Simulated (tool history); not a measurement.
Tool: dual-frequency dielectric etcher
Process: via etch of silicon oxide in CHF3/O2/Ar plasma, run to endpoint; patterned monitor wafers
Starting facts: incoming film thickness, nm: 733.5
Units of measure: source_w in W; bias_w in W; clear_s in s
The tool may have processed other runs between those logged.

run 1 hour=0 | source_w=870 bias_w=191 | clear_s=279.47
run 2 hour=9 | source_w=800 bias_w=186 | clear_s=290.94
run 3 hour=10.2 | source_w=800 bias_w=209 | clear_s=282.03
run 4 hour=13.3 | source_w=730 bias_w=204 | clear_s=298.7
run 5 hour=18.1 | source_w=820 bias_w=204 | clear_s=286.12
run 6 hour=22.4 | source_w=820 bias_w=175 | clear_s=299.55

The next listed run, before its measurement:
run 7 hour=23.8 | source_w=790 bias_w=173 | clear_s=?

clear_s: 300.67 s
